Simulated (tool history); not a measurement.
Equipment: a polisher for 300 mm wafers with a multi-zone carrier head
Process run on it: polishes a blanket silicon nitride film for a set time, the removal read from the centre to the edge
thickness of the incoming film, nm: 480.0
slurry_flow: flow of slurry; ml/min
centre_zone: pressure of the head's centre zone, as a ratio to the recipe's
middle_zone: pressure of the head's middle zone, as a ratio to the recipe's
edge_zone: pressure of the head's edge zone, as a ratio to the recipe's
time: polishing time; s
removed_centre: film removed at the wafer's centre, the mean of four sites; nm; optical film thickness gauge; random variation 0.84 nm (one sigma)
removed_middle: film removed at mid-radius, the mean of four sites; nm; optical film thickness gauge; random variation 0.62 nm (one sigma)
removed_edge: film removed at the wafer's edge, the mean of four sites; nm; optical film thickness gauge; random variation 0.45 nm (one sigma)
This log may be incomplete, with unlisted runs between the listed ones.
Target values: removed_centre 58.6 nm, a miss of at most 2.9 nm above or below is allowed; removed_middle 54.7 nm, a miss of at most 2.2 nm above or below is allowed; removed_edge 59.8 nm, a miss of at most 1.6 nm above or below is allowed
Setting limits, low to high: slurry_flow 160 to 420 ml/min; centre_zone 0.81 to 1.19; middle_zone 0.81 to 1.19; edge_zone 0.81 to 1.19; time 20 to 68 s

run  hour  slurry_flow  centre_zone  middle_zone  edge_zone  time  removed_centre  removed_middle  removed_edge
  1     0          270            1            1          1    44          101.19          98.371        99.797
  2   4.2          270         0.93            1          1    44          93.653          99.844        100.19
  3   9.9          265         0.93         0.96       0.97    39           83.41           84.99         87.03
  4  17.3          255         0.92         0.93       0.95    36          74.739          75.222        79.731
  5  25.3          255         0.92         0.93       0.95    29          62.211          62.505        64.517
  6  29.1          250         0.92         0.91       0.93    29          58.753          60.588        63.463
  7  36.3          245         0.94          0.9       0.92    29          61.449          59.468        64.281
  8  42.7          245         0.94          0.9       0.92    29          60.811           58.69        63.178
  9  48.1          245         0.94          0.9       0.92    29          60.158          59.854        63.295
 10  55.9          240         0.95         0.89       0.91    29          60.917          59.889        62.923
 11  57.5          240         0.96         0.87        0.9    29          61.977          57.644        62.969
 12  64.6          235         0.96         0.86       0.89    29          63.248          56.788        61.976
 13  72.4          230         0.95         0.86       0.88    29          62.124          57.521        61.537
 14  75.1          230         0.94         0.85       0.88    29          61.759          55.428        61.508

4 candidate next runs follow, results not yet known. Just one meets every target within its allowed miss. Identify it.
  A  77.8          220          1.1         0.81       0.81    28               ?               ?             ?
  B  77.8          230         0.98         0.88       0.95    27               ?               ?             ?
  C  77.8          235         0.84         0.86       0.96    29               ?               ?             ?
  D  77.8          225         0.87         0.84       0.96    29               ?               ?             ?

move  removed_centre  removed_middle  removed_edge
   A          68.453          52.127        57.019
   B          59.147          54.123        59.289
   C          54.531          57.228        64.137
   D          56.158          55.829        63.903
A: further off than the last run
B: all results land within tolerance of their targets
C: moves the result that the last run missed by most past its target, out the other side
D: corrects the largest miss of the last run, while another result sits out of spec
Go with B: it meets all targets.
